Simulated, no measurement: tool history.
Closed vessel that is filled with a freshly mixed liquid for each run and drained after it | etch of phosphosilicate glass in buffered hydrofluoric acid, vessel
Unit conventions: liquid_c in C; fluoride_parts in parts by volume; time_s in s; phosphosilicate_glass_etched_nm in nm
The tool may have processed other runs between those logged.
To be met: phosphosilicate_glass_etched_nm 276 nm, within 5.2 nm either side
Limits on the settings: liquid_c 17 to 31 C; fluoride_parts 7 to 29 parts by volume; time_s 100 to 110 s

run	hour	liquid_c	fluoride_parts	time_s	phosphosilicate_glass_etched_nm
1	0	23	18	100	216.46
2	3.4	23	21	100	187.28
3	5.8	20	21	100	158.84
4	14.6	23	21	100	186.01
5	23.1	23	21	110	205.62
6	25.2	23	21	100	187.94
7	26	23	21	100	185.94
8	31.1	25	21	100	209.36
9	37.5	26.5	21	100	225.66

Consider the 4 candidate settings below. Which is the only one whose results all fall within their allowed miss of target?
A	43.9	27	19.5	105	?
B	43.9	24.5	21.5	105	?
C	43.9	25	14.5	100	?
D	43.9	26.5	18	105	?

move	phosphosilicate_glass_etched_nm
A	263.32
B	209.32
C	301.21
D	277.35
A: an improvement on the last run, though not all results are within tolerance
B: lands further from the targets than the last run did
C: takes the result that was furthest off past its target
D: every result lands within tolerance
Correct choice: D, which meets every target

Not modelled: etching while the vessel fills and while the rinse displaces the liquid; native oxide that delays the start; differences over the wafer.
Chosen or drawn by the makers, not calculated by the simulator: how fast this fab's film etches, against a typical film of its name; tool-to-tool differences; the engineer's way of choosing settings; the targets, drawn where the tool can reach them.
